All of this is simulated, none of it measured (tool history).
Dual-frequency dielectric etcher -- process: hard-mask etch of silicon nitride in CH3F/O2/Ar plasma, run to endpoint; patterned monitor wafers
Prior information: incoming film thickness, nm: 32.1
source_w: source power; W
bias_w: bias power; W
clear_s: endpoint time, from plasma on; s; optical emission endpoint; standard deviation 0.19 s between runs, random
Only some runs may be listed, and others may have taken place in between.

run    day  source_w  bias_w  clear_s
  1      0       390      90   44.285
  2  0.029       320      90   45.751
  3  0.183       320      77   48.475
  4  0.379       360      82   46.366
  5  0.404       420      82   44.951
  6    0.5       440      86   43.227
  7  0.704       460      88   43.018
  8   0.75       470      91   42.815

Run 9 has not been measured yet. What should we expect?
  9  0.942       490      95        ?

{"run 9": {"clear_s": 41.315}}

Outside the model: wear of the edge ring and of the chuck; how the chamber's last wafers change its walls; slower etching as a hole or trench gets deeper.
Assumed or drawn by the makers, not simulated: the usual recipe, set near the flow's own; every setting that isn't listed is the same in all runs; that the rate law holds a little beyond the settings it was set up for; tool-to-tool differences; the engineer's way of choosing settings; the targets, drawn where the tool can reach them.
